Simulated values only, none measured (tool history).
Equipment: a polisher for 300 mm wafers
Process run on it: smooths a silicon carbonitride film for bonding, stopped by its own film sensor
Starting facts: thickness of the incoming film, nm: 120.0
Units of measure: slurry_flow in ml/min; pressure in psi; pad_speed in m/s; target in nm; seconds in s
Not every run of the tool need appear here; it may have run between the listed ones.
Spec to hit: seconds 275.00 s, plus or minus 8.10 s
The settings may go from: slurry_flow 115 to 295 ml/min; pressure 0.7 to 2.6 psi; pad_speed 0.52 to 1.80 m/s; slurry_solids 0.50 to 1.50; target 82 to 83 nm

| run | hour | slurry_flow | pressure | pad_speed | slurry_solids | target | seconds |
|---|---|---|---|---|---|---|---|
| 1 | 0.0 | 190 | 1.6 | 1.16 | 1.00 | 83 | 145.15 |
| 2 | 1.3 | 190 | 1.6 | 1.16 | 1.00 | 83 | 141.93 |
| 3 | 6.4 | 190 | 1.4 | 1.16 | 1.00 | 83 | 162.92 |
| 4 | 8.7 | 190 | 1.4 | 1.16 | 0.80 | 83 | 176.68 |
| 5 | 12.4 | 185 | 1.2 | 1.16 | 0.80 | 83 | 206.85 |
| 6 | 16.2 | 185 | 1.2 | 1.00 | 0.80 | 83 | 224.67 |
| 7 | 22.5 | 180 | 1.1 | 1.00 | 0.80 | 83 | 242.92 |
| 8 | 25.5 | 175 | 1.1 | 1.00 | 0.80 | 83 | 244.95 |
| 9 | 32.0 | 170 | 1.1 | 1.00 | 0.80 | 83 | 245.30 |
| 10 | 32.9 | 165 | 1.1 | 1.00 | 0.80 | 83 | 247.55 |
| 11 | 41.9 | 160 | 1.1 | 1.00 | 0.80 | 83 | 249.64 |
| 12 | 46.9 | 155 | 1.1 | 1.00 | 0.80 | 83 | 244.69 |
| 13 | 49.2 | 155 | 0.9 | 1.00 | 0.80 | 83 | 299.94 |
| 14 | 53.0 | 180 | 1.0 | 1.00 | 0.80 | 83 | 263.89 |

Which single option among these 5 for the next run brings every result within its allowed miss of target? Just one does.
| A | 56.8 | 205 | 1.0 | 1.24 | 0.70 | 82 | ? |
| B | 56.8 | 200 | 1.3 | 0.66 | 0.65 | 83 | ? |
| C | 56.8 | 190 | 1.0 | 1.12 | 0.85 | 82 | ? |
| D | 56.8 | 215 | 0.9 | 0.90 | 0.95 | 82 | ? |
| E | 56.8 | 180 | 1.1 | 0.66 | 0.95 | 82 | ? |

| move | seconds |
|---|---|
| A | 248.84 |
| B | 275.98 |
| C | 249.35 |
| D | 296.74 |
| E | 295.10 |
A: its largest miss is bigger than the last run's
B: each result inside its tolerance
C: its largest miss is bigger than the last run's
D: takes the biggest miss from the last run beyond its target
E: takes the biggest miss from the last run beyond its target
Go with B: it meets all targets.

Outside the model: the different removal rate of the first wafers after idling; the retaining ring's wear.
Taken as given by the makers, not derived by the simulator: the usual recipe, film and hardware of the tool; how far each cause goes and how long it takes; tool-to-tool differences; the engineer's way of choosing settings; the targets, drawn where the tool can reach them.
